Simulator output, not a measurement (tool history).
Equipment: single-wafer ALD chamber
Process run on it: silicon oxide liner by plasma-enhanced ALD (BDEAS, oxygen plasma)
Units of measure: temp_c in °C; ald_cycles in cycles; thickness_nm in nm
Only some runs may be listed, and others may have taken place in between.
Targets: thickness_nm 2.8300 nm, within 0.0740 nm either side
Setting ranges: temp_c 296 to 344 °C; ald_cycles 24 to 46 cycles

| run | hour | temp_c | ald_cycles | thickness_nm |
|---|---|---|---|---|
| 1 | 0.0 | 320 | 35 | 3.1702 |
| 2 | 2.3 | 315 | 35 | 3.2448 |
| 3 | 6.7 | 317 | 34 | 3.1139 |
| 4 | 11.9 | 317 | 38 | 3.4528 |
| 5 | 18.3 | 321 | 38 | 3.4223 |
| 6 | 20.4 | 321 | 42 | 3.8070 |
| 7 | 25.0 | 322 | 40 | 3.6141 |
| 8 | 34.0 | 323 | 39 | 3.5361 |
| 9 | 40.3 | 323 | 38 | 3.4406 |
| 10 | 41.6 | 323 | 37 | 3.3659 |
| 11 | 50.3 | 323 | 36 | 3.2783 |
| 12 | 57.6 | 323 | 35 | 3.1719 |
| 13 | 60.9 | 323 | 34 | 3.0659 |

Next run, 4 choices. One meets every target within its allowed miss, the rest don't. Which?
| A | 64.2 | 324 | 36 | ? |
| B | 64.2 | 319 | 34 | ? |
| C | 64.2 | 326 | 31 | ? |
| D | 64.2 | 327 | 38 | ? |

| move | thickness_nm |
|---|---|
| A | 3.2790 |
| B | 3.1194 |
| C | 2.8153 |
| D | 3.4459 |
A: the biggest miss grows against the last run
B: the biggest miss grows against the last run
C: all results land within tolerance of their targets
D: the biggest miss grows against the last run
C meets every target.
